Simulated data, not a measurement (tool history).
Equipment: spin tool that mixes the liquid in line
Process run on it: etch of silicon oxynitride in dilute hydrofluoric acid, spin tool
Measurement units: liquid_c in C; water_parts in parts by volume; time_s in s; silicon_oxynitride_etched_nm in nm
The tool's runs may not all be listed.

run,day,liquid_c,water_parts,time_s,silicon_oxynitride_etched_nm
1,0,25,50,305,20.88
2,0.05,25,50,305,21.121
3,0.179,26,45,305,24.803
4,0.267,23,45,305,21.316
5,0.508,23,55,305,17.288
6,0.588,24,50,305,20.062
7,0.825,28,30,305,41.307
8,0.971,28.5,30,305,42.756
9,1.192,29,30,305,42.837
10,1.521,29.5,30,305,44.256
11,1.667,29.5,30,305,43.988
12,1.808,30,30,305,45.11
13,2.167,30.5,30,305,46.236
14,2.362,30.5,30,305,46.317

What does the tool deliver on the next run?
15,2.646,32,30,305,?

silicon_oxynitride_etched_nm: 49.607 nm
